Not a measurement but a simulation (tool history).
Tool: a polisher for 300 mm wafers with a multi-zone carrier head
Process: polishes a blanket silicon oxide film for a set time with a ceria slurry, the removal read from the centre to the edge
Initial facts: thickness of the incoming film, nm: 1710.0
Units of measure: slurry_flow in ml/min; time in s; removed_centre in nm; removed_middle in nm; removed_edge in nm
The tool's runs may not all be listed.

Run 1, hour 0.0: slurry_flow 290 ml/min, centre_zone 1.00, middle_zone 1.00, edge_zone 1.00, time 83 s. Result: removed_centre 259.62 nm, removed_middle 259.09 nm, removed_edge 258.88 nm.
Run 2, hour 7.3: slurry_flow 290 ml/min, centre_zone 1.00, middle_zone 0.91, edge_zone 1.00, time 83 s. Result: removed_centre 257.92 nm, removed_middle 236.59 nm, removed_edge 258.11 nm.
Run 3, hour 8.8: slurry_flow 290 ml/min, centre_zone 1.00, middle_zone 0.87, edge_zone 1.00, time 83 s. Result: removed_centre 258.43 nm, removed_middle 232.47 nm, removed_edge 256.76 nm.
Run 4, hour 15.9: slurry_flow 340 ml/min, centre_zone 1.00, middle_zone 0.87, edge_zone 1.00, time 83 s. Result: removed_centre 263.33 nm, removed_middle 235.84 nm, removed_edge 265.72 nm.
Run 5, hour 22.6: slurry_flow 340 ml/min, centre_zone 0.93, middle_zone 0.87, edge_zone 1.00, time 83 s. Result: removed_centre 246.11 nm, removed_middle 241.63 nm, removed_edge 257.93 nm.
Run 6, hour 31.5: slurry_flow 350 ml/min, centre_zone 0.93, middle_zone 0.91, edge_zone 1.03, time 86 s. Result: removed_centre 256.27 nm, removed_middle 257.24 nm, removed_edge 270.87 nm.
Run 7, hour 32.9: slurry_flow 355 ml/min, centre_zone 0.92, middle_zone 0.93, edge_zone 1.05, time 90 s. Result: removed_centre 264.40 nm, removed_middle 268.28 nm, removed_edge 288.81 nm.
Run 8, hour 39.5: slurry_flow 360 ml/min, centre_zone 0.91, middle_zone 0.97, edge_zone 1.06, time 93 s. Result: removed_centre 270.80 nm, removed_middle 288.91 nm, removed_edge 301.57 nm.

Run 9 is up next; what results do you expect?
Run 9, hour 46.5: slurry_flow 365 ml/min, centre_zone 0.91, middle_zone 1.00, edge_zone 1.07, time 95 s. Result: removed_centre ?, removed_middle ?, removed_edge ?.

removed_centre: 275.56 nm
removed_middle: 303.82 nm
removed_edge: 309.29 nm
